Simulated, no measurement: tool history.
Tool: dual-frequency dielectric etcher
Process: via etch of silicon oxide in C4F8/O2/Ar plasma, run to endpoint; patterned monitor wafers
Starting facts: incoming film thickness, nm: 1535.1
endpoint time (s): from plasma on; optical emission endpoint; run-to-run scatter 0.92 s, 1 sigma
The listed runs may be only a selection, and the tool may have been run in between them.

Run 1, day 0: source power (W) 1600, bias power (W) 1590. Result: endpoint time (s) 347.14.
Run 2, day 0.371: source power (W) 1770, bias power (W) 1643. Result: endpoint time (s) 331.06.
Run 3, day 0.546: source power (W) 1770, bias power (W) 1441. Result: endpoint time (s) 340.42.
Run 4, day 0.758: source power (W) 1910, bias power (W) 1517. Result: endpoint time (s) 325.67.
Run 5, day 1.008: source power (W) 1910, bias power (W) 1748. Result: endpoint time (s) 314.68.
Run 6, day 1.325: source power (W) 1980, bias power (W) 1772. Result: endpoint time (s) 308.06.

Estimate the outcome of run 7 from the log above:
Run 7, day 1.571: source power (W) 2030, bias power (W) 1788. Result: endpoint time (s) ?.

{"run 7": {"endpoint time (s)": 304.2}}

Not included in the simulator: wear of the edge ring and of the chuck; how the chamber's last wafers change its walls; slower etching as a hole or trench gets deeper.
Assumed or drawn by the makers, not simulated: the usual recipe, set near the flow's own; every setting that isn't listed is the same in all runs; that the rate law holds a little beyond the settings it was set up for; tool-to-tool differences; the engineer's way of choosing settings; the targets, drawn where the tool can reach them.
